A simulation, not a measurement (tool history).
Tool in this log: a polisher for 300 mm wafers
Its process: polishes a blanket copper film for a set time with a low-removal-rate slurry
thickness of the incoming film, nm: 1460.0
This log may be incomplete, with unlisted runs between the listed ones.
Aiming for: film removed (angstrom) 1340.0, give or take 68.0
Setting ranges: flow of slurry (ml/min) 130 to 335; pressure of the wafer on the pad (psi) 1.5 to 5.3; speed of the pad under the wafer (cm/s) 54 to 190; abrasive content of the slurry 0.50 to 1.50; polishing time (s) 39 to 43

run	hour	flow of slurry (ml/min)	pressure of the wafer on the pad (psi)	speed of the pad under the wafer (cm/s)	abrasive content of the slurry	polishing time (s)	film removed (angstrom)
1	0.0	215	3.4	122	1.00	43	2136.6
2	1.7	215	4.0	122	1.00	43	2369.6
3	6.4	180	4.0	122	1.00	43	2363.2
4	12.0	180	3.7	120	1.00	43	2205.8
5	13.1	180	3.5	118	1.00	43	1998.7
6	17.7	180	3.9	118	1.00	43	2238.7
7	24.6	180	3.7	118	1.00	43	2132.1
8	31.4	180	3.7	118	1.00	43	2131.0
9	33.2	180	3.5	118	1.00	43	2090.0
10	40.2	180	3.3	116	1.00	43	1897.5
11	44.5	180	3.2	116	1.00	43	1889.8
12	52.3	180	2.2	110	1.00	43	1225.7

4 next moves are on the table. One of them brings every result within its allowed miss. Which?
A	60.1	190	2.0	146	0.80	43	?
B	60.1	215	2.7	82	0.85	39	?
C	60.1	155	2.3	110	1.10	41	?
D	60.1	160	2.3	130	1.10	43	?

move	film removed (angstrom)
A	1337.8
B	1091.2
C	1227.5
D	1460.2
A: every result within its allowed miss
B: lands further from the targets than the last run did
C: no better and no worse than the last run
D: carries the result that was furthest off beyond its target, to the other side
So the answer is move A, the one that meets all the targets.
